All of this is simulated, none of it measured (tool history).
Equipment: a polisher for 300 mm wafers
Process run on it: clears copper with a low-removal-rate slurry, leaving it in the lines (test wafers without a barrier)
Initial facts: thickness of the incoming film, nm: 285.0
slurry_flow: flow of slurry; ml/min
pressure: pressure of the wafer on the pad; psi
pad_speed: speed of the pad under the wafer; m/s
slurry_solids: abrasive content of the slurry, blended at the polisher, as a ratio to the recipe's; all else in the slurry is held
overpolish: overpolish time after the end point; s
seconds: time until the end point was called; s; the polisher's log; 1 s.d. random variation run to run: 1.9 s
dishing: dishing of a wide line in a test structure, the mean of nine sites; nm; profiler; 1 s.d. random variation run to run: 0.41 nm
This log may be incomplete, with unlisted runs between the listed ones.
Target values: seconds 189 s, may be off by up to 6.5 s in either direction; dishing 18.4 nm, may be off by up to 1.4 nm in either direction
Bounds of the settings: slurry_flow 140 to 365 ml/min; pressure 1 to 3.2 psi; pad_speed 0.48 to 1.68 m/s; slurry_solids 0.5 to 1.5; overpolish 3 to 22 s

run 1 hour=0 | slurry_flow=235 pressure=2.1 pad_speed=1.08 slurry_solids=1 overpolish=11 | seconds=136.46 dishing=17.317
run 2 hour=0.6 | slurry_flow=235 pressure=1.9 pad_speed=1.08 slurry_solids=1 overpolish=12 | seconds=151.49 dishing=18.24
run 3 hour=5.6 | slurry_flow=235 pressure=1.9 pad_speed=0.96 slurry_solids=1 overpolish=12 | seconds=164.41 dishing=15.716
run 4 hour=11.6 | slurry_flow=205 pressure=1.9 pad_speed=0.96 slurry_solids=1 overpolish=12 | seconds=168.87 dishing=15.721
run 5 hour=16.2 | slurry_flow=205 pressure=2.3 pad_speed=0.96 slurry_solids=1 overpolish=12 | seconds=139.91 dishing=18.886
run 6 hour=22.4 | slurry_flow=205 pressure=2.3 pad_speed=0.96 slurry_solids=1 overpolish=8 | seconds=139.49 dishing=12.382
run 7 hour=28.6 | slurry_flow=200 pressure=2.1 pad_speed=0.96 slurry_solids=1 overpolish=10 | seconds=151.65 dishing=14.674
run 8 hour=32.1 | slurry_flow=195 pressure=1.9 pad_speed=0.96 slurry_solids=1 overpolish=11 | seconds=169.63 dishing=14.104

Below are 4 possible settings for the next run. Only one of them brings all results inside the allowed miss of their targets. Which is it?
run A hour=35.6 | slurry_flow=205 pressure=1.9 pad_speed=0.82 slurry_solids=1 overpolish=19 | seconds=? dishing=?
run B hour=35.6 | slurry_flow=215 pressure=1.7 pad_speed=0.92 slurry_solids=1 overpolish=14 | seconds=? dishing=?
run C hour=35.6 | slurry_flow=290 pressure=1.6 pad_speed=0.86 slurry_solids=1.05 overpolish=20 | seconds=? dishing=?
run D hour=35.6 | slurry_flow=215 pressure=1.1 pad_speed=1.58 slurry_solids=1 overpolish=16 | seconds=? dishing=?

move=A seconds=186.39 dishing=21.9
move=B seconds=189.85 dishing=16.279
move=C seconds=202.58 dishing=21.13
move=D seconds=188.55 dishing=18.162
A: the result that was furthest off in the last run now lies on the other side of its target
B: gains on the last run, yet a result remains outside its allowed miss
C: the result that was furthest off in the last run now lies on the other side of its target
D: each result inside its tolerance
So the answer is move D, the one that meets all the targets.
